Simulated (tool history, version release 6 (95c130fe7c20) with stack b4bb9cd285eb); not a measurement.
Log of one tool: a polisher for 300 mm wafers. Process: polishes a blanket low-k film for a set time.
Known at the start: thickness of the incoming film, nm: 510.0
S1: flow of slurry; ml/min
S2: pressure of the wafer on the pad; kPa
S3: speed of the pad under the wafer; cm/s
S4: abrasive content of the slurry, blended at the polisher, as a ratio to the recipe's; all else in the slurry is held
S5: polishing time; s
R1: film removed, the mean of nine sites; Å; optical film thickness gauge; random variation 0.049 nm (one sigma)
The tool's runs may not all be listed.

{"run": 1, "hour": 0.0, "S1": 285, "S2": 11.7, "S3": 84, "S4": 1.0, "S5": 24, "R1": 89.179}
{"run": 2, "hour": 6.2, "S1": 285, "S2": 11.7, "S3": 84, "S4": 1.1, "S5": 24, "R1": 92.731}
{"run": 3, "hour": 14.6, "S1": 345, "S2": 11.7, "S3": 84, "S4": 1.1, "S5": 24, "R1": 95.273}
{"run": 4, "hour": 18.6, "S1": 345, "S2": 11.7, "S3": 84, "S4": 1.1, "S5": 24, "R1": 94.981}
{"run": 5, "hour": 26.3, "S1": 345, "S2": 11.7, "S3": 84, "S4": 0.95, "S5": 24, "R1": 89.46}
{"run": 6, "hour": 27.3, "S1": 345, "S2": 11.7, "S3": 70, "S4": 0.95, "S5": 24, "R1": 75.661}
{"run": 7, "hour": 29.1, "S1": 345, "S2": 11.0, "S3": 70, "S4": 0.95, "S5": 24, "R1": 71.979}

Run 8 comes next. What will it give?
{"run": 8, "hour": 33.0, "S1": 340, "S2": 10.3, "S3": 70, "S4": 0.95, "S5": 24, "R1": "?"}

{"run 8": {"R1": 67.178}}
